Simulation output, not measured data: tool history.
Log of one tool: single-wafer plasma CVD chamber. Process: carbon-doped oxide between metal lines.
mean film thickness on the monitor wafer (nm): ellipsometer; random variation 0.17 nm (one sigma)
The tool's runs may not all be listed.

| run | hour | heater temperature setpoint (deg C) | chamber pressure (Pa) | RF power (W) | deposition time (s) | mean film thickness on the monitor wafer (nm) |
|---|---|---|---|---|---|---|
| 1 | 0 | 370 | 549 | 500 | 12.3 | 60.958 |
| 2 | 7.8 | 372 | 515 | 485 | 12.3 | 58.052 |
| 3 | 10.2 | 372 | 605 | 485 | 12.3 | 59.405 |
| 4 | 13.8 | 372 | 517 | 485 | 12.3 | 57.985 |
| 5 | 21.8 | 375 | 504 | 485 | 12.3 | 57.613 |
| 6 | 26.4 | 375 | 579 | 485 | 12.3 | 58.5 |
| 7 | 31.6 | 380 | 508 | 450 | 12.3 | 52.202 |
| 8 | 32.4 | 377 | 517 | 450 | 12.3 | 52.814 |
| 9 | 39.7 | 375 | 528 | 450 | 12.3 | 53.343 |
| 10 | 45.7 | 373 | 539 | 450 | 12.3 | 53.399 |
| 11 | 49.2 | 372 | 575 | 470 | 12.3 | 57.167 |
| 12 | 49.8 | 374 | 564 | 470 | 12.3 | 56.727 |
| 13 | 55.4 | 374 | 564 | 470 | 12.3 | 56.468 |

Forecast run 14:
| 14 | 59.2 | 375 | 556 | 470 | 12.3 | ? |

{"run 14": {"mean film thickness on the monitor wafer (nm)": 56.659}}
